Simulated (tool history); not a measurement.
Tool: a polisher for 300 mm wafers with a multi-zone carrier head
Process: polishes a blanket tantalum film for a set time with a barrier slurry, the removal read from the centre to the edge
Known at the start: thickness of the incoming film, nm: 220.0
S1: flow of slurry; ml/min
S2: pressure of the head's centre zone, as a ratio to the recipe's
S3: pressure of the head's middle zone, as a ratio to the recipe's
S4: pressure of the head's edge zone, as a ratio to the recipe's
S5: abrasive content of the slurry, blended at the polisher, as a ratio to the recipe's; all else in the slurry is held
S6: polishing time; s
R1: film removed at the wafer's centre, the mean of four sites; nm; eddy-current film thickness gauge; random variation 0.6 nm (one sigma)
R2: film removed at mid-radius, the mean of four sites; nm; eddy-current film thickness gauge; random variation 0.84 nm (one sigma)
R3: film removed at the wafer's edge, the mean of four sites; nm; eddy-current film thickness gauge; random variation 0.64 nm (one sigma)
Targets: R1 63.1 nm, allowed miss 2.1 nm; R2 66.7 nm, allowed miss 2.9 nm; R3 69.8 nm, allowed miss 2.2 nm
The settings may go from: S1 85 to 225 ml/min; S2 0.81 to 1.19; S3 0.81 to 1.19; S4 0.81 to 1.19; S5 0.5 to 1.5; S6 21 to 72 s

Run 1, hour 0: S1 145 ml/min, S2 1, S3 1, S4 1, S5 1, S6 46 s. Result: R1 72.702 nm, R2 71.614 nm, R3 73.027 nm.
Run 2, hour 4.7: S1 145 ml/min, S2 1, S3 1, S4 1, S5 1, S6 38 s. Result: R1 59.723 nm, R2 57.522 nm, R3 60.362 nm.
Run 3, hour 11.2: S1 130 ml/min, S2 1, S3 1, S4 1, S5 1, S6 38 s. Result: R1 57.069 nm, R2 57.294 nm, R3 58.483 nm.
Run 4, hour 18.8: S1 105 ml/min, S2 1, S3 1, S4 1, S5 1, S6 38 s. Result: R1 56.025 nm, R2 54.815 nm, R3 58.226 nm.
Run 5, hour 22.4: S1 105 ml/min, S2 1, S3 0.95, S4 1, S5 1, S6 38 s. Result: R1 56.028 nm, R2 53.507 nm, R3 58.06 nm.
At hour 27.9: worn pad replaced by a new one.
Run 6, hour 27.9: S1 105 ml/min, S2 1.04, S3 0.95, S4 1, S5 1, S6 38 s. Result: R1 62.469 nm, R2 56.718 nm, R3 61.646 nm.
Run 7, hour 33.4: S1 110 ml/min, S2 1.04, S3 0.99, S4 1.04, S5 1.05, S6 38 s. Result: R1 62.774 nm, R2 59.186 nm, R3 63.847 nm.
Run 8, hour 37.6: S1 110 ml/min, S2 1.04, S3 0.99, S4 1.04, S5 1.05, S6 38 s. Result: R1 63.366 nm, R2 60.226 nm, R3 63.98 nm.

5 next moves are on the table. One of them brings every result within its allowed miss. Which?
Run A, hour 41.8: S1 115 ml/min, S2 1.13, S3 0.93, S4 1.11, S5 0.7, S6 41 s. Result: R1 ?, R2 ?, R3 ?.
Run B, hour 41.8: S1 135 ml/min, S2 1.08, S3 1.05, S4 0.94, S5 1.3, S6 32 s. Result: R1 ?, R2 ?, R3 ?.
Run C, hour 41.8: S1 90 ml/min, S2 0.93, S3 0.95, S4 1.16, S5 1.15, S6 39 s. Result: R1 ?, R2 ?, R3 ?.
Run D, hour 41.8: S1 110 ml/min, S2 0.92, S3 1.05, S4 1.11, S5 1.1, S6 40 s. Result: R1 ?, R2 ?, R3 ?.
Run E, hour 41.8: S1 95 ml/min, S2 0.96, S3 1.03, S4 1.05, S5 1.05, S6 42 s. Result: R1 ?, R2 ?, R3 ?.

move      R1      R2      R3
   A  62.538  50.812   59.39
   B  61.276  57.436  55.348
   C  57.569   58.08  69.025
   D  59.993  66.181  69.803
   E  62.829  65.641      69
A: further off than the last run
B: further off than the last run
C: brings the result that was furthest off to its target, and leaves another outside
D: brings the result that was furthest off to its target, and leaves another outside
E: meets every target
The right move is E.

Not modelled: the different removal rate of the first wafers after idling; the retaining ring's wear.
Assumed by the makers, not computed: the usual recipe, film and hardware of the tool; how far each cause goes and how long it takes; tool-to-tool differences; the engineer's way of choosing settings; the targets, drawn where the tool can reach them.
